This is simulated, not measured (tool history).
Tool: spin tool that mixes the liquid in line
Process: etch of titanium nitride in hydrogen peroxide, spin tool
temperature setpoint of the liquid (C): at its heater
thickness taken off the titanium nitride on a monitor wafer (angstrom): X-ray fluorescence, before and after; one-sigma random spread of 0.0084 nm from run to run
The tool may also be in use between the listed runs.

| run | hour | temperature setpoint of the liquid (C) | concentration of hydrogen peroxide in the mixed liquid (% by weight) | time under the liquid (s) | thickness taken off the titanium nitride on a monitor wafer (angstrom) |
|---|---|---|---|---|---|
| 1 | 0.0 | 51.0 | 22.0 | 30 | 26.350 |
| 2 | 4.1 | 51.0 | 22.0 | 30 | 26.331 |
| 3 | 5.7 | 47.0 | 22.0 | 30 | 19.656 |
| 4 | 6.9 | 47.0 | 25.0 | 30 | 20.529 |
| 5 | 12.0 | 44.5 | 25.0 | 30 | 17.160 |
| 6 | 16.5 | 44.5 | 23.5 | 30 | 16.605 |
| 7 | 23.8 | 43.0 | 23.5 | 30 | 14.879 |
| 8 | 24.7 | 42.0 | 23.5 | 30 | 13.955 |
| 9 | 30.7 | 41.0 | 23.5 | 30 | 12.703 |
| 10 | 34.8 | 40.5 | 23.5 | 30 | 12.411 |

Run 11, settings as shown, results not yet in. Your forecast:
| 11 | 38.6 | 40.0 | 23.5 | 30 | ? |

{"run 11": {"thickness taken off the titanium nitride on a monitor wafer (angstrom)": 12.038}}
